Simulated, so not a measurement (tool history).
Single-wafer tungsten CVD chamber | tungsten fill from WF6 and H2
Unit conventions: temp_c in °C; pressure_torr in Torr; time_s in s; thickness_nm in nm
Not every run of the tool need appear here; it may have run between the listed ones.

| run | day | temp_c | pressure_torr | time_s | thickness_nm |
|---|---|---|---|---|---|
| 1 | 0.000 | 370 | 45.4 | 13.6 | 24.970 |
| 2 | 0.088 | 370 | 45.4 | 13.6 | 24.933 |
| 3 | 0.304 | 370 | 40.8 | 13.6 | 24.022 |
| 4 | 0.662 | 370 | 40.8 | 13.6 | 24.090 |
| 5 | 0.833 | 372 | 40.9 | 13.6 | 25.028 |
| 6 | 1.092 | 376 | 40.9 | 13.6 | 27.181 |

Run 7 comes next. What will it give?
| 7 | 1.367 | 377 | 40.9 | 13.6 | ? |

thickness_nm: 27.760 nm
